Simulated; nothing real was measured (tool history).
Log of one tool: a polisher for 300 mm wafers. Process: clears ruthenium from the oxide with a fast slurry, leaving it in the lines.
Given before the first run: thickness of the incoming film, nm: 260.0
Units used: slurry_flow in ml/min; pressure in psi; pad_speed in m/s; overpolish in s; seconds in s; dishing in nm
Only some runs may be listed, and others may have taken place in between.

{"run": 1, "day": 0.0, "slurry_flow": 320, "pressure": 1.6, "pad_speed": 1.24, "slurry_solids": 1.0, "overpolish": 17, "seconds": 87.306, "dishing": 38.036}
{"run": 2, "day": 0.117, "slurry_flow": 320, "pressure": 1.6, "pad_speed": 1.24, "slurry_solids": 1.0, "overpolish": 18, "seconds": 87.913, "dishing": 40.127}
{"run": 3, "day": 0.204, "slurry_flow": 250, "pressure": 1.6, "pad_speed": 1.24, "slurry_solids": 1.0, "overpolish": 18, "seconds": 87.25, "dishing": 38.717}
{"run": 4, "day": 0.388, "slurry_flow": 250, "pressure": 1.6, "pad_speed": 1.24, "slurry_solids": 1.15, "overpolish": 18, "seconds": 81.765, "dishing": 40.894}
{"run": 5, "day": 0.6, "slurry_flow": 255, "pressure": 1.6, "pad_speed": 1.24, "slurry_solids": 1.15, "overpolish": 19, "seconds": 82.852, "dishing": 43.619}
{"run": 6, "day": 0.783, "slurry_flow": 255, "pressure": 1.8, "pad_speed": 1.24, "slurry_solids": 1.15, "overpolish": 19, "seconds": 74.129, "dishing": 47.453}
{"run": 7, "day": 0.862, "slurry_flow": 260, "pressure": 1.8, "pad_speed": 1.24, "slurry_solids": 1.15, "overpolish": 20, "seconds": 73.875, "dishing": 48.551}
{"run": 8, "day": 1.033, "slurry_flow": 260, "pressure": 1.8, "pad_speed": 1.24, "slurry_solids": 1.15, "overpolish": 21, "seconds": 73.572, "dishing": 51.592}

Predict the results of run 9:
{"run": 9, "day": 1.325, "slurry_flow": 260, "pressure": 1.8, "pad_speed": 1.24, "slurry_solids": 1.15, "overpolish": 22, "seconds": "?", "dishing": "?"}

seconds: 74.866 s
dishing: 52.923 nm

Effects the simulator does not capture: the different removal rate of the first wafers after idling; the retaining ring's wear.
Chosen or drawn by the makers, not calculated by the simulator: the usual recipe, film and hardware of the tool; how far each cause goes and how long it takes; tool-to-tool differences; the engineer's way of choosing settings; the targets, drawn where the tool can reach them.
